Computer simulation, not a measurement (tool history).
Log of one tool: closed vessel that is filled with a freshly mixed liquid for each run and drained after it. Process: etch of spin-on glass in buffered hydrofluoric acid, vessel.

run  hour  temperature setpoint of the liquid (°C)  parts of 40 % ammonium fluoride to one part of 49 % hydrofluoric acid (parts by volume)  time in the liquid (s)  thickness taken off the spin-on glass on a monitor wafer (angstrom)
  1   0.0                                     22.0                                                                                     18.5                      35                                                               365.03
  2   9.2                                     23.0                                                                                     18.5                      35                                                               383.36
  3  16.8                                     24.0                                                                                     18.5                      35                                                               407.84
  4  24.6                                     22.5                                                                                     18.5                      35                                                               375.01
  5  26.1                                     22.5                                                                                     18.5                      30                                                               323.49
  6  32.8                                     26.0                                                                                     18.5                      30                                                               389.98
  7  34.2                                     27.0                                                                                     18.5                      30                                                               411.61
  8  40.8                                     27.5                                                                                     18.5                      30                                                               423.71

Predict the results of run 9:
  9  46.2                                     28.0                                                                                     18.5                      30                                                                    ?

Run 9 came out at thickness taken off the spin-on glass on a monitor wafer (angstrom) 435.25.

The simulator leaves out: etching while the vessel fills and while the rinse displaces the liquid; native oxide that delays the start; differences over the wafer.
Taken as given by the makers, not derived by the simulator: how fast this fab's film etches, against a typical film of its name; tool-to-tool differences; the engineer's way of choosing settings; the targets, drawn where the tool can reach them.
